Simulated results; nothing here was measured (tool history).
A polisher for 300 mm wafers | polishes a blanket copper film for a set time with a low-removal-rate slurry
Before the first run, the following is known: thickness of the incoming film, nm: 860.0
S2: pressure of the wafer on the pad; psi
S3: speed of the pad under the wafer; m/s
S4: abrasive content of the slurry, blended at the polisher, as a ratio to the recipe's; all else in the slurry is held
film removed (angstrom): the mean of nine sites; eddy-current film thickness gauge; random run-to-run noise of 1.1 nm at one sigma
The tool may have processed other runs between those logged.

Run 1, hour 0: flow of slurry (ml/min) 260, S2 3.3 psi, S3 1.3 m/s, S4 1, polishing time (s) 51. Result: film removed (angstrom) 1822.3.
Run 2, hour 8.4: flow of slurry (ml/min) 260, S2 3.6 psi, S3 1.3 m/s, S4 1, polishing time (s) 51. Result: film removed (angstrom) 2003.5.
Run 3, hour 14.5: flow of slurry (ml/min) 260, S2 3.4 psi, S3 1.3 m/s, S4 1, polishing time (s) 51. Result: film removed (angstrom) 1879.5.
Run 4, hour 21.2: flow of slurry (ml/min) 260, S2 3.4 psi, S3 1.3 m/s, S4 0.85, polishing time (s) 51. Result: film removed (angstrom) 1806.6.
Run 5, hour 24.4: flow of slurry (ml/min) 260, S2 3.4 psi, S3 1.3 m/s, S4 0.95, polishing time (s) 51. Result: film removed (angstrom) 1871.7.
Run 6, hour 26.3: flow of slurry (ml/min) 260, S2 3 psi, S3 1.3 m/s, S4 0.95, polishing time (s) 51. Result: film removed (angstrom) 1610.1.
Run 7, hour 33.7: flow of slurry (ml/min) 260, S2 2.9 psi, S3 1.3 m/s, S4 0.95, polishing time (s) 51. Result: film removed (angstrom) 1581.9.
Run 8, hour 42.2: flow of slurry (ml/min) 260, S2 2.8 psi, S3 1.3 m/s, S4 0.95, polishing time (s) 51. Result: film removed (angstrom) 1527.5.
Run 9, hour 49.5: flow of slurry (ml/min) 260, S2 2.7 psi, S3 1.3 m/s, S4 0.95, polishing time (s) 51. Result: film removed (angstrom) 1473.5.
Run 10, hour 51.1: flow of slurry (ml/min) 260, S2 2.6 psi, S3 1.3 m/s, S4 0.95, polishing time (s) 51. Result: film removed (angstrom) 1417.9.
At hour 56.4: slurry nozzle cleaned.
Run 11, hour 56.4: flow of slurry (ml/min) 260, S2 2.5 psi, S3 1.3 m/s, S4 0.95, polishing time (s) 51. Result: film removed (angstrom) 1412.9.

Run 12 is up next; what results do you expect?
Run 12, hour 57.1: flow of slurry (ml/min) 260, S2 2.4 psi, S3 1.3 m/s, S4 0.95, polishing time (s) 51. Result: film removed (angstrom) ?.

Run 12 came out at film removed (angstrom) 1380.3.

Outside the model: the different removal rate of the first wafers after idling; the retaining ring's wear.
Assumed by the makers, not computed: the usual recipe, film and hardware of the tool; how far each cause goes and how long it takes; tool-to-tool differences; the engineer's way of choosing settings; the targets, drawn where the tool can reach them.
